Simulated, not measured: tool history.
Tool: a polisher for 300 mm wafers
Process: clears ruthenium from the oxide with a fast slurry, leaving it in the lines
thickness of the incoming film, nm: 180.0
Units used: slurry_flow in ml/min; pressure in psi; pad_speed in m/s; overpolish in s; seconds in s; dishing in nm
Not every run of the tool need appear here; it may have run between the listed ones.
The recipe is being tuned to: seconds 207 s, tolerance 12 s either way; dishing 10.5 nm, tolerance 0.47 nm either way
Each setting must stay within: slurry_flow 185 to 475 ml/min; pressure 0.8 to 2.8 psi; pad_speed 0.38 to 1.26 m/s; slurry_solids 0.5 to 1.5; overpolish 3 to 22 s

run	hour	slurry_flow	pressure	pad_speed	slurry_solids	overpolish	seconds	dishing
1	0	305	1.8	0.82	1	11	93.863	12.577
2	8.5	375	1.8	0.82	1	11	93.086	12.947
3	15	375	1.5	0.76	1	12	115.21	11.453
4	20.6	375	1.5	0.66	1	12	134.11	10.947
5	24.4	375	1.5	0.54	1	12	151.02	9.9204
6	28	300	1.5	0.54	1	12	153.88	9.764
7	35.7	300	1.4	0.52	1	14	165.26	10.032
8	37.8	300	1.3	0.5	1	15	185.94	10.17
9	40.7	300	1.3	0.5	1	16	183.26	10.707
10	47.8	300	1.2	0.5	1	16	202.37	9.8164

Consider the 5 candidate settings below. Which is the only one whose results all fall within their allowed miss of target?
A	54.9	315	1.2	0.48	1.05	15	?	?
B	54.9	270	1.2	0.5	1.05	14	?	?
C	54.9	330	1	0.46	1.2	16	?	?
D	54.9	305	1.2	0.44	1.1	18	?	?
E	54.9	255	1.4	0.46	0.75	16	?	?

move	seconds	dishing
A	205.55	9.4311
B	203.01	9.0596
C	235.17	8.9718
D	213.81	10.399
E	226.54	9.2154
A: further off than the last run
B: further off than the last run
C: further off than the last run
D: every result lands within tolerance
E: further off than the last run
D is the move that brings every result within its allowed miss.
